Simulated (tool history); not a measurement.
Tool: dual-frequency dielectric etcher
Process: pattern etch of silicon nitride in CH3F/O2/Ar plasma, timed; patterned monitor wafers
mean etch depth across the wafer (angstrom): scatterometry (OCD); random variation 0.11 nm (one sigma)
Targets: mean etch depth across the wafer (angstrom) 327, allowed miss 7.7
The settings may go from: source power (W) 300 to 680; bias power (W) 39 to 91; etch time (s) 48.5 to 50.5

run  hour  source power (W)  bias power (W)  etch time (s)  mean etch depth across the wafer (angstrom)
  1     0               490              65           48.5                                       376.97
  2   8.4               470              64           48.5                                       372.68
  3  12.7               520              64           48.5                                       383.18
  4  17.5               500              63           48.5                                       377.02
  5  21.5               480              62           48.5                                       370.03
  6  30.2               480              62           50.5                                       385.68
  7  33.6               460              61           50.5                                       375.76
  8  37.8               440              60           50.5                                       370.68
  9  41.1               430              59           50.5                                       363.92

Which of these 4 next moves meets every target?
  A  44.4               300              63             49                                            ?
  B  44.4               470              70           49.5                                            ?
  C  44.4               370              45             50                                            ?
  D  44.4               300              54           49.5                                            ?

move  mean etch depth across the wafer (angstrom)
   A                                       325.26
   B                                       391.67
   C                                       311.81
   D                                        309.9
A: meets every target
B: further off than the last run
C: takes the result that was furthest off past its target
D: takes the result that was furthest off past its target
Move A is the one to make.
